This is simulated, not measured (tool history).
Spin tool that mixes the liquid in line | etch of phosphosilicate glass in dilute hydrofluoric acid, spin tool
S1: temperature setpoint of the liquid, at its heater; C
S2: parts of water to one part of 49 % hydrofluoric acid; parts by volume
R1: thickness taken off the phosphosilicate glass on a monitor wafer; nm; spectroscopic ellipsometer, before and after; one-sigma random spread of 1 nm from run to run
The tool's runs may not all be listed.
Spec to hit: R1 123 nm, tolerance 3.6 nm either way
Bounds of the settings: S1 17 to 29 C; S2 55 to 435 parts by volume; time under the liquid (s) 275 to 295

{"run": 1, "day": 0.0, "S1": 21, "S2": 245, "time under the liquid (s)": 275, "R1": 70.114}
{"run": 2, "day": 0.321, "S1": 21, "S2": 160, "time under the liquid (s)": 275, "R1": 117.66}
{"run": 3, "day": 0.671, "S1": 21, "S2": 80, "time under the liquid (s)": 275, "R1": 253.16}
{"run": 4, "day": 0.733, "S1": 17.5, "S2": 80, "time under the liquid (s)": 275, "R1": 221.12}
{"run": 5, "day": 1.054, "S1": 17.5, "S2": 80, "time under the liquid (s)": 295, "R1": 237.3}
{"run": 6, "day": 1.079, "S1": 17.5, "S2": 100, "time under the liquid (s)": 295, "R1": 186.65}
{"run": 7, "day": 1.217, "S1": 17.5, "S2": 115, "time under the liquid (s)": 295, "R1": 157.28}
{"run": 8, "day": 1.321, "S1": 17.5, "S2": 120, "time under the liquid (s)": 295, "R1": 148.21}
{"run": 9, "day": 1.579, "S1": 17.5, "S2": 125, "time under the liquid (s)": 295, "R1": 145.52}
{"run": 10, "day": 1.846, "S1": 17.5, "S2": 130, "time under the liquid (s)": 295, "R1": 137.59}
{"day": 2.225, "done": "thermometer replaced"}
{"run": 11, "day": 2.225, "S1": 17, "S2": 135, "time under the liquid (s)": 295, "R1": 140.54}
{"run": 12, "day": 2.375, "S1": 17, "S2": 140, "time under the liquid (s)": 295, "R1": 135.04}
{"run": 13, "day": 2.667, "S1": 17, "S2": 160, "time under the liquid (s)": 295, "R1": 116.47}
{"run": 14, "day": 2.892, "S1": 17.5, "S2": 160, "time under the liquid (s)": 295, "R1": 118.03}

5 next moves are on the table. One of them brings every result within its allowed miss. Which?
{"run": "A", "day": 3.117, "S1": 18, "S2": 150, "time under the liquid (s)": 295, "R1": "?"}
{"run": "B", "day": 3.117, "S1": 18, "S2": 165, "time under the liquid (s)": 295, "R1": "?"}
{"run": "C", "day": 3.117, "S1": 17, "S2": 160, "time under the liquid (s)": 295, "R1": "?"}
{"run": "D", "day": 3.117, "S1": 17, "S2": 150, "time under the liquid (s)": 275, "R1": "?"}
{"run": "E", "day": 3.117, "S1": 19.5, "S2": 155, "time under the liquid (s)": 275, "R1": "?"}

move=A R1=128.01
move=B R1=114.67
move=C R1=114.11
move=D R1=114.56
move=E R1=122.05
A: the result that was furthest off in the last run now lies on the other side of its target
B: misses by more than the last run did
C: misses by more than the last run did
D: misses by more than the last run did
E: in spec on every target
Go with E: it meets all targets.
